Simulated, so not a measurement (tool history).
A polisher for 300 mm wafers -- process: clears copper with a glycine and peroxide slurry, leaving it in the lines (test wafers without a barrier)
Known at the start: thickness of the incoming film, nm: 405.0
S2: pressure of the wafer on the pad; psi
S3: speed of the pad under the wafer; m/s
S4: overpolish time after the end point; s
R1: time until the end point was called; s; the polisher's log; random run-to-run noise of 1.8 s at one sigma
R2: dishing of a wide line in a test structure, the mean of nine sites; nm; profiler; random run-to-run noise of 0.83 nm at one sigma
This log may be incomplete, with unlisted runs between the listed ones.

{"run": 1, "day": 0.0, "flow of slurry (ml/min)": 190, "S2": 2.2, "S3": 0.8, "S4": 17, "R1": 119.42, "R2": 38.459}
{"run": 2, "day": 0.196, "flow of slurry (ml/min)": 190, "S2": 2.2, "S3": 0.8, "S4": 11, "R1": 119.2, "R2": 26.485}
{"run": 3, "day": 0.383, "flow of slurry (ml/min)": 190, "S2": 2.1, "S3": 0.8, "S4": 13, "R1": 121.41, "R2": 29.525}
{"run": 4, "day": 0.521, "flow of slurry (ml/min)": 190, "S2": 1.9, "S3": 0.8, "S4": 14, "R1": 130.5, "R2": 30.666}
{"run": 5, "day": 0.808, "flow of slurry (ml/min)": 190, "S2": 1.8, "S3": 0.8, "S4": 15, "R1": 134.24, "R2": 30.996}
{"run": 6, "day": 0.833, "flow of slurry (ml/min)": 190, "S2": 1.7, "S3": 0.8, "S4": 16, "R1": 140.12, "R2": 31.669}

Predict the results of run 7:
{"run": 7, "day": 1.083, "flow of slurry (ml/min)": 190, "S2": 1.6, "S3": 0.8, "S4": 17, "R1": "?", "R2": "?"}

R1: 143.74 s
R2: 32.981 nm
